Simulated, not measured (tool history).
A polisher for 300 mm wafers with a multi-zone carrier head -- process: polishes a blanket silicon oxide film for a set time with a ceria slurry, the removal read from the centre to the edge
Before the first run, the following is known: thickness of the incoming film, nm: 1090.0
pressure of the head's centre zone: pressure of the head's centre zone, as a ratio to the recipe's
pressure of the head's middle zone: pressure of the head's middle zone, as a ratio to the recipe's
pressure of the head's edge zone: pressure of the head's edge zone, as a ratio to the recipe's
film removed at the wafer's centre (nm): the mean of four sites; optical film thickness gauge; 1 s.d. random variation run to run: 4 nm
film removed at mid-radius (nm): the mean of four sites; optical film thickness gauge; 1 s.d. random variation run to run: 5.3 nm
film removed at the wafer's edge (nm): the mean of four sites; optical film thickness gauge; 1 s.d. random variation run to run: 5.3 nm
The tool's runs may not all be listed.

| run | day | flow of slurry (ml/min) | pressure of the head's centre zone | pressure of the head's middle zone | pressure of the head's edge zone | polishing time (s) | film removed at the wafer's centre (nm) | film removed at mid-radius (nm) | film removed at the wafer's edge (nm) |
|---|---|---|---|---|---|---|---|---|---|
| 1 | 0 | 190 | 1 | 1 | 1 | 44 | 277.92 | 271.88 | 280.33 |
| 2 | 0.029 | 195 | 1.01 | 1 | 1.02 | 46 | 295.58 | 278.27 | 302.76 |
| 3 | 0.3 | 200 | 1.02 | 1.02 | 1.03 | 47 | 307.19 | 295.42 | 309.71 |
| 4 | 0.675 | 205 | 1.03 | 1.03 | 1.04 | 48 | 322.48 | 315.92 | 310.15 |
| 5 | 0.8 | 205 | 1.1 | 1.03 | 1.04 | 48 | 339.89 | 313.14 | 318.23 |
| 6 | 0.95 | 205 | 1.1 | 0.97 | 1.04 | 48 | 337.59 | 295.49 | 319.5 |
| 7 | 1.312 | 205 | 1.1 | 0.97 | 1.05 | 49 | 348 | 294.7 | 326.72 |
| 8 | 1.462 | 205 | 1.09 | 0.98 | 1.06 | 50 | 348.9 | 306.55 | 327.35 |

What does the tool deliver on the next run?
| 9 | 1.779 | 205 | 1.08 | 0.97 | 1.06 | 52 | ? | ? | ? |

{"run 9": {"film removed at the wafer's centre (nm)": 357.31, "film removed at mid-radius (nm)": 312.25, "film removed at the wafer's edge (nm)": 353.8}}
